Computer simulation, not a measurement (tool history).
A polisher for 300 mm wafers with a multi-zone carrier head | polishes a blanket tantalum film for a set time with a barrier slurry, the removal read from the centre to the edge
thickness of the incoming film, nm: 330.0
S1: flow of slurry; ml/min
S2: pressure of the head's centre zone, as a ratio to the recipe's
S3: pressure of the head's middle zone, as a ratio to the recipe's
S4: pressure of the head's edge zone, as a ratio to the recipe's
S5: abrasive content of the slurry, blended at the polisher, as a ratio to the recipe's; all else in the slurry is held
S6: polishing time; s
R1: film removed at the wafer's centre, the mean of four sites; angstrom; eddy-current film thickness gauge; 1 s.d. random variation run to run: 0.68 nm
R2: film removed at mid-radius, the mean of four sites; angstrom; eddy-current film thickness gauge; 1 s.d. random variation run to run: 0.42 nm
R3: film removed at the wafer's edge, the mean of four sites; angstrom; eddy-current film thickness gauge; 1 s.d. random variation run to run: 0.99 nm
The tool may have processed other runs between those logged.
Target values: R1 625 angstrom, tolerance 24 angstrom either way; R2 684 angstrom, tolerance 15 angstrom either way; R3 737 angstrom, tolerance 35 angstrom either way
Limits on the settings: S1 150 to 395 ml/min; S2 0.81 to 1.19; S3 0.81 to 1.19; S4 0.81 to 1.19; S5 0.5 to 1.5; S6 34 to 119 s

run,hour,S1,S2,S3,S4,S5,S6,R1,R2,R3
1,0,250,1,1,1,1,76,1112.2,1026.1,1063.1
2,2.6,250,1,0.94,1,1,76,1111.3,1001.3,1080.6
3,10.5,240,0.97,0.94,0.99,0.9,73,990.81,928.38,1030.1
4,11.6,240,0.97,0.94,1.04,0.9,73,997.48,919.55,1040.9
5,14.2,240,1.01,0.94,1.04,0.9,73,1033.3,937.22,1012.4
6,15.3,240,1.01,0.94,1.04,0.8,73,1009.7,899.61,1006.6
7,19.9,240,1.01,0.94,1.04,0.8,73,1006.3,905.92,986.3
8,28.4,235,0.99,0.96,1.03,0.75,70,924.99,863.45,924.22
9,37,230,0.97,0.96,1.02,0.7,68,864.11,813.77,873.59
10,40.8,220,0.94,0.96,1.01,0.65,67,786.47,781.08,827.71
11,41.7,215,0.92,0.95,1,0.6,67,758.42,762.63,797.66
12,46.8,215,0.92,0.95,1,0.6,67,763.07,766.43,805.56
13,47.7,210,0.9,0.94,1,0.6,67,747.72,759.42,807.14
14,54,205,0.88,0.93,1,0.6,67,718.38,754.08,804.11
15,62.8,200,0.87,0.92,0.99,0.6,67,728.7,746.19,790.55
16,67.3,200,0.86,0.92,1,0.6,66,693.15,727.36,792.31
17,74.9,195,0.85,0.92,1,0.6,66,689.19,719.96,797.03
18,77.7,190,0.84,0.92,0.99,0.6,66,674.83,729.84,802.32
19,80.9,190,0.82,0.88,0.89,0.5,64,611.27,648.35,695.57
20,87.1,195,0.82,0.89,0.9,0.5,64,617.57,655.78,707.21

4 candidate next runs follow, results not yet known. Just one meets every target within its allowed miss. Identify it.
A,93.3,210,0.89,0.96,0.85,0.5,60,?,?,?
B,93.3,175,0.81,0.81,0.98,0.6,63,?,?,?
C,93.3,205,0.81,0.87,0.9,0.65,62,?,?,?
D,93.3,230,0.81,0.81,1.08,0.9,54,?,?,?

move,R1,R2,R3
A,633.1,654.22,650.4
B,620.41,642.77,756.1
C,639.9,687.4,742.54
D,616.89,636.29,777.84
A: further off than the last run
B: further off than the last run
C: hits every target within its allowed miss
D: further off than the last run
Move C is the one to make.
